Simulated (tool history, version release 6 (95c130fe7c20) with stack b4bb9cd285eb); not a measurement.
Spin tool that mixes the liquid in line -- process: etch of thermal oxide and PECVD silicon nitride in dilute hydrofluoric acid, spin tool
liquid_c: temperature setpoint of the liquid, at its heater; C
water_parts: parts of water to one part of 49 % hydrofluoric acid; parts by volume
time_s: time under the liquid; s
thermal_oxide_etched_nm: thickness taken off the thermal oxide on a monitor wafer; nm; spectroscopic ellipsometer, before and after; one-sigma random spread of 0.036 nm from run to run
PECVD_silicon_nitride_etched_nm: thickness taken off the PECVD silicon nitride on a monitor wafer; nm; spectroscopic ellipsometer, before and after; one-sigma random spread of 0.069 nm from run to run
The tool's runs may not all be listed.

| run | hour | liquid_c | water_parts | time_s | thermal_oxide_etched_nm | PECVD_silicon_nitride_etched_nm |
|---|---|---|---|---|---|---|
| 1 | 0 | 22 | 60 | 180 | 13.679 | 12.723 |
| 2 | 7.9 | 23 | 65 | 185 | 13.42 | 12.757 |
| 3 | 13.4 | 24 | 70 | 185 | 12.847 | 12.896 |
| 4 | 14.5 | 24 | 70 | 255 | 17.677 | 17.519 |
| 5 | 21.4 | 24 | 50 | 255 | 25.61 | 24.237 |
| 6 | 27.9 | 24 | 60 | 260 | 21.355 | 20.847 |
| 7 | 32.6 | 24 | 70 | 265 | 18.485 | 18.205 |
| 8 | 37.3 | 24 | 80 | 270 | 16.218 | 16.323 |
| 9 | 42.2 | 24 | 85 | 270 | 15.256 | 15.419 |
| 10 | 49.1 | 25 | 110 | 270 | 11.834 | 12.69 |
| 11 | 55.8 | 25 | 110 | 265 | 11.588 | 12.433 |
| 12 | 60.3 | 25 | 110 | 260 | 11.382 | 12.275 |
| 13 | 63.3 | 25 | 110 | 255 | 11.093 | 11.988 |

Forecast run 14:
| 14 | 67.2 | 25 | 110 | 250 | ? | ? |

thermal_oxide_etched_nm: 10.964 nm
PECVD_silicon_nitride_etched_nm: 11.778 nm
